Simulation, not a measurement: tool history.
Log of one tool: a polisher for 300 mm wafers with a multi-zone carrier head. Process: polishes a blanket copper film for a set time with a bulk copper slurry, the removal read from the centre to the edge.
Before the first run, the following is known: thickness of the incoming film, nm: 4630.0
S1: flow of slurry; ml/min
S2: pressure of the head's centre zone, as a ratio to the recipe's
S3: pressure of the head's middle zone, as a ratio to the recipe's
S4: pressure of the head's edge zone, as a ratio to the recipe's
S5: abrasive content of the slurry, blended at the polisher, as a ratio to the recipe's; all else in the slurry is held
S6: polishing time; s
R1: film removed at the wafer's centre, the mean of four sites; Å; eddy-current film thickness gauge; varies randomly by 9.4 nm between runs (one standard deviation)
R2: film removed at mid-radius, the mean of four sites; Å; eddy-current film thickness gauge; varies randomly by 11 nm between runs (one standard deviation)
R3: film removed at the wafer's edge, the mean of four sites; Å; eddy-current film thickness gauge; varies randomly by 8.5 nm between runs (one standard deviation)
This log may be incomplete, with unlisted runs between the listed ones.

run 1 day=0.000 | S1=215 S2=1.00 S3=1.00 S4=1.00 S5=1.00 S6=89 | R1=8620.3 R2=8603.4 R3=8454.3
run 2 day=0.183 | S1=230 S2=1.03 S3=1.04 S4=1.02 S5=1.10 S6=90 | R1=9196.0 R2=9205.6 R3=9002.5
run 3 day=0.279 | S1=210 S2=1.03 S3=1.04 S4=1.02 S5=1.10 S6=90 | R1=9063.6 R2=9044.5 R3=8848.1
run 4 day=0.642 | S1=210 S2=1.03 S3=1.01 S4=1.02 S5=1.10 S6=90 | R1=9177.9 R2=8859.5 R3=8817.1
run 5 day=0.817 | S1=230 S2=1.06 S3=1.05 S4=1.00 S5=1.20 S6=91 | R1=9904.6 R2=9621.7 R3=9202.2
run 6 day=0.854 | S1=230 S2=1.06 S3=1.05 S4=1.07 S5=1.20 S6=91 | R1=9922.6 R2=9588.2 R3=9659.4

Run 7, settings as shown, results not yet in. Your forecast:
run 7 day=1.146 | S1=290 S2=1.15 S3=1.15 S4=1.05 S5=1.45 S6=93 | R1=? R2=? R3=?

R1: 11878.0 Å
R2: 11502.0 Å
R3: 10254.0 Å
